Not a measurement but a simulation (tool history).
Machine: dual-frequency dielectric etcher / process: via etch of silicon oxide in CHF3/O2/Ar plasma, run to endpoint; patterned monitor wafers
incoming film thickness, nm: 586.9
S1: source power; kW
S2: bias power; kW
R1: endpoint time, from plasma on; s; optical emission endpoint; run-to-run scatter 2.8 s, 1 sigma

Run 1, hour 0: S1 0.51 kW, S2 0.16 kW. Result: R1 320.69 s.
Run 2, hour 4.1: S1 0.51 kW, S2 0.182 kW. Result: R1 306.52 s.
Run 3, hour 11.3: S1 0.47 kW, S2 0.176 kW. Result: R1 317.03 s.
Run 4, hour 18.3: S1 0.44 kW, S2 0.169 kW. Result: R1 333.45 s.
Run 5, hour 26.5: S1 0.42 kW, S2 0.167 kW. Result: R1 339.84 s.
Run 6, hour 33.5: S1 0.4 kW, S2 0.165 kW. Result: R1 339.07 s.
Run 7, hour 34.1: S1 0.38 kW, S2 0.161 kW. Result: R1 349.94 s.

Run 8, settings as shown, results not yet in. Your forecast:
Run 8, hour 35.4: S1 0.37 kW, S2 0.159 kW. Result: R1 ?.

{"run 8": {"R1": 358.65}}

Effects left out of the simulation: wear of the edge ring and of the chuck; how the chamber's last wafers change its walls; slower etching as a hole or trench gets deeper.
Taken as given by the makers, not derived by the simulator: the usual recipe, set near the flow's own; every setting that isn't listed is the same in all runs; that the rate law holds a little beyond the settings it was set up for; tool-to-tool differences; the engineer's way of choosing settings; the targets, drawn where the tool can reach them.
